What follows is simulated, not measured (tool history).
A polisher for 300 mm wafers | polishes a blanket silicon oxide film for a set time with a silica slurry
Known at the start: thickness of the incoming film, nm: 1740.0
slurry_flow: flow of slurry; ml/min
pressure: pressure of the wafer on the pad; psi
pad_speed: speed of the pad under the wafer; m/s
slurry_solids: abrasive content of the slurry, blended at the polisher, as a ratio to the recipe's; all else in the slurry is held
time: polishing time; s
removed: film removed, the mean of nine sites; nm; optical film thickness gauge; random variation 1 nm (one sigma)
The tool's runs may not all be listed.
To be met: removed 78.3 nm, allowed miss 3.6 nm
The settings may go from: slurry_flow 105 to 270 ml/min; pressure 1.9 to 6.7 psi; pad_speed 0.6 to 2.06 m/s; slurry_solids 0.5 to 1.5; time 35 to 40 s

run,hour,slurry_flow,pressure,pad_speed,slurry_solids,time,removed
1,0,175,4.3,1.32,1,40,144.19
2,5.9,175,3.7,1.3,1,40,124.35
3,9.8,175,3.3,1.28,1,40,109.14
4,18.7,140,3.3,1.28,1,40,106.77
5,21.5,105,3.3,1.28,1,40,101.78
6,27.4,105,3.1,1.28,1,40,95.653
7,30.8,105,2.9,1.28,1,40,87.74
8,38.3,105,2.8,1.28,1,40,88.387
9,47.1,105,2.8,1.28,1,40,85.716

Which of these 4 next moves meets every target?
A,55.9,105,2.7,1.14,1.05,40,?
B,55.9,105,2.6,1.32,1.05,40,?
C,55.9,125,2.1,1.5,0.95,36,?
D,55.9,110,3.5,1.18,0.9,40,?

move,removed
A,79.3
B,86.364
C,71.596
D,95.944
A: meets every target
B: further off than the last run
C: takes the result that was furthest off past its target
D: further off than the last run
Answer: A

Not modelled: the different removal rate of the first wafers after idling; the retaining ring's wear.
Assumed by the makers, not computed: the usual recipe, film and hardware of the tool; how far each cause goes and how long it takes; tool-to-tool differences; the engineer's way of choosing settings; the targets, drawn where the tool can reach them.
